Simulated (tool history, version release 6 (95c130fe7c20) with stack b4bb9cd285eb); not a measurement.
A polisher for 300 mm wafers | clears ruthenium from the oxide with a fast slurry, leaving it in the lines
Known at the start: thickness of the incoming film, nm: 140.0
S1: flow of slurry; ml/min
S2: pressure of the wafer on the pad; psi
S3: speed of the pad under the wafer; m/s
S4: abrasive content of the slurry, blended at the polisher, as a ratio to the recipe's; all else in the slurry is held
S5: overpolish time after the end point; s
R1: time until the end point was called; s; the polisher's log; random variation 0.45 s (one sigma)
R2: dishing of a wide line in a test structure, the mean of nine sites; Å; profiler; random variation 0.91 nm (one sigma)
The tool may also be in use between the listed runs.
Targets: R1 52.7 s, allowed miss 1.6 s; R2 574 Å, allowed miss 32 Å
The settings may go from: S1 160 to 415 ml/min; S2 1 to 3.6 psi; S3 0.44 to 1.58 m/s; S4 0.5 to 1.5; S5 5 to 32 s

{"run": 1, "hour": 0.0, "S1": 265, "S2": 2.3, "S3": 1, "S4": 1, "S5": 16, "R1": 43.751, "R2": 431.55}
{"run": 2, "hour": 7.9, "S1": 265, "S2": 2.3, "S3": 1.14, "S4": 1, "S5": 16, "R1": 39.393, "R2": 458.27}
{"run": 3, "hour": 15.3, "S1": 265, "S2": 2.2, "S3": 1.14, "S4": 1, "S5": 17, "R1": 40.068, "R2": 481.86}
{"run": 4, "hour": 16.3, "S1": 210, "S2": 2.2, "S3": 1.14, "S4": 1, "S5": 17, "R1": 41.071, "R2": 460.7}
{"run": 5, "hour": 20.3, "S1": 210, "S2": 2.1, "S3": 1.14, "S4": 1, "S5": 18, "R1": 42.958, "R2": 475.63}
{"run": 6, "hour": 24.8, "S1": 210, "S2": 2.6, "S3": 1.14, "S4": 1, "S5": 18, "R1": 37.353, "R2": 524.93}
{"run": 7, "hour": 29.0, "S1": 205, "S2": 2, "S3": 1.14, "S4": 1, "S5": 25, "R1": 43.808, "R2": 593.51}
{"run": 8, "hour": 35.7, "S1": 200, "S2": 1.9, "S3": 1.14, "S4": 1, "S5": 26, "R1": 45.577, "R2": 601.19}
{"run": 9, "hour": 42.8, "S1": 200, "S2": 1.9, "S3": 1.14, "S4": 1, "S5": 26, "R1": 46.203, "R2": 612.19}
{"run": 10, "hour": 43.4, "S1": 200, "S2": 1.8, "S3": 1.14, "S4": 1, "S5": 26, "R1": 46.898, "R2": 599.52}

4 next moves are on the table. One of them brings every result within its allowed miss. Which?
{"run": "A", "hour": 44.0, "S1": 160, "S2": 1.4, "S3": 1.26, "S4": 0.95, "S5": 28, "R1": "?", "R2": "?"}
{"run": "B", "hour": 44.0, "S1": 165, "S2": 1.7, "S3": 1.26, "S4": 1.4, "S5": 21, "R1": "?", "R2": "?"}
{"run": "C", "hour": 44.0, "S1": 210, "S2": 2.5, "S3": 0.86, "S4": 0.8, "S5": 32, "R1": "?", "R2": "?"}
{"run": "D", "hour": 44.0, "S1": 210, "S2": 2.4, "S3": 0.84, "S4": 1.1, "S5": 29, "R1": "?", "R2": "?"}

move=A R1=53.081 R2=572.28
move=B R1=40.924 R2=559.15
move=C R1=52.965 R2=640.43
move=D R1=48.354 R2=636.59
A: meets every target
B: further off than the last run
C: brings the result that was furthest off to its target, and leaves another outside
D: nearer than the last run, and not there yet
The right move is A.

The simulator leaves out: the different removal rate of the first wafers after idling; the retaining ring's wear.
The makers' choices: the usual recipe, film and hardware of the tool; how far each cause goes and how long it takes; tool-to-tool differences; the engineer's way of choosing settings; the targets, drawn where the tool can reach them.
